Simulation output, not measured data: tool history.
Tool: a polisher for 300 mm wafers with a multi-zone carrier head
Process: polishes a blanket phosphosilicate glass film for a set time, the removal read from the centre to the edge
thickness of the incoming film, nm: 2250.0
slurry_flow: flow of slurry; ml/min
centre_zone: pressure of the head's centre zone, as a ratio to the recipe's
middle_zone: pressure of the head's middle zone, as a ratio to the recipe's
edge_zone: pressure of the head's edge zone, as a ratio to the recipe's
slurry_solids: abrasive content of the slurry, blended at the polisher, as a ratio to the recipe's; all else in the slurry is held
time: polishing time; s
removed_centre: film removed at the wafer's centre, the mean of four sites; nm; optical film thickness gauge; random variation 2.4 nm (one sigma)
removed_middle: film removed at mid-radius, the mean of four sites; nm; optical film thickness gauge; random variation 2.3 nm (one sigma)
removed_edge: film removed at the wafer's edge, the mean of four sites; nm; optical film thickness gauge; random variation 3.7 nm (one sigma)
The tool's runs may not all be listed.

run	day	slurry_flow	centre_zone	middle_zone	edge_zone	slurry_solids	time	removed_centre	removed_middle	removed_edge
1	0.000	160	1.00	1.00	1.00	1.00	68	731.91	681.96	673.63
2	0.371	160	1.00	1.06	1.00	1.00	68	728.23	720.71	648.31
3	0.542	160	0.93	1.06	1.00	1.00	68	679.14	734.40	666.77
4	0.888	160	0.97	1.06	1.00	1.00	68	699.32	722.91	670.80
# day 1.179: centre zone pressure recalibrated
5	1.179	160	0.97	1.06	1.00	1.00	74	714.08	784.56	742.25
6	1.367	145	0.93	1.03	1.00	0.85	63	525.32	583.83	573.53
7	1.525	155	1.03	0.93	0.90	0.60	44	310.51	288.23	285.86
8	1.596	160	1.05	0.93	0.89	0.60	44	319.60	283.19	276.90
9	1.958	165	1.05	0.93	0.89	0.60	44	322.24	288.02	280.25

Run 10 comes next. What will it give?
10	2.204	165	1.05	0.93	0.89	0.60	44	?	?	?

Run 10 gave removed_centre 325.20 nm, removed_middle 286.37 nm, removed_edge 279.81 nm.

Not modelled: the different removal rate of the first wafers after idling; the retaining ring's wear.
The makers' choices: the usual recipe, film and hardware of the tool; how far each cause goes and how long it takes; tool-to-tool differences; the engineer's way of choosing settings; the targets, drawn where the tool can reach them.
